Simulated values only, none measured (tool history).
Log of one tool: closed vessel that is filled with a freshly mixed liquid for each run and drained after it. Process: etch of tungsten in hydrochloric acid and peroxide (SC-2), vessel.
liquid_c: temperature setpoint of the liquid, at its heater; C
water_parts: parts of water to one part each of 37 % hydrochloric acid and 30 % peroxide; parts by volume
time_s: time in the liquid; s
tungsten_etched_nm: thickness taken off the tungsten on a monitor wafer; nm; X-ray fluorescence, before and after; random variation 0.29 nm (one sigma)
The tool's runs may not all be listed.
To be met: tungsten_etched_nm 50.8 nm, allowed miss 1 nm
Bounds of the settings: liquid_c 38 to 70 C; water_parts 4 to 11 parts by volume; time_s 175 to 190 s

{"run": 1, "hour": 0.0, "liquid_c": 54, "water_parts": 6, "time_s": 175, "tungsten_etched_nm": 73.709}
{"run": 2, "hour": 8.4, "liquid_c": 52.5, "water_parts": 6, "time_s": 175, "tungsten_etched_nm": 66.467}
{"run": 3, "hour": 15.5, "liquid_c": 51.5, "water_parts": 6, "time_s": 175, "tungsten_etched_nm": 62.432}
{"run": 4, "hour": 16.7, "liquid_c": 51.5, "water_parts": 4, "time_s": 175, "tungsten_etched_nm": 83.487}
{"run": 5, "hour": 21.8, "liquid_c": 49, "water_parts": 4, "time_s": 175, "tungsten_etched_nm": 71.205}
{"run": 6, "hour": 26.1, "liquid_c": 47.5, "water_parts": 4, "time_s": 175, "tungsten_etched_nm": 63.722}
{"run": 7, "hour": 29.3, "liquid_c": 46.5, "water_parts": 4, "time_s": 175, "tungsten_etched_nm": 59.845}
{"run": 8, "hour": 35.8, "liquid_c": 46, "water_parts": 4, "time_s": 175, "tungsten_etched_nm": 57.781}
{"run": 9, "hour": 38.0, "liquid_c": 45.5, "water_parts": 4, "time_s": 175, "tungsten_etched_nm": 55.234}
{"run": 10, "hour": 42.2, "liquid_c": 45, "water_parts": 4, "time_s": 175, "tungsten_etched_nm": 54.127}

4 next moves are on the table. One of them brings every result within its allowed miss. Which?
{"run": "A", "hour": 46.4, "liquid_c": 46, "water_parts": 4, "time_s": 175, "tungsten_etched_nm": "?"}
{"run": "B", "hour": 46.4, "liquid_c": 43.5, "water_parts": 4, "time_s": 185, "tungsten_etched_nm": "?"}
{"run": "C", "hour": 46.4, "liquid_c": 43.5, "water_parts": 4, "time_s": 175, "tungsten_etched_nm": "?"}
{"run": "D", "hour": 46.4, "liquid_c": 45, "water_parts": 4, "time_s": 190, "tungsten_etched_nm": "?"}

move=A tungsten_etched_nm=57.804
move=B tungsten_etched_nm=51.438
move=C tungsten_etched_nm=48.658
move=D tungsten_etched_nm=58.599
A: further off than the last run
B: meets every target
C: takes the result that was furthest off past its target
D: further off than the last run
The right move is B.
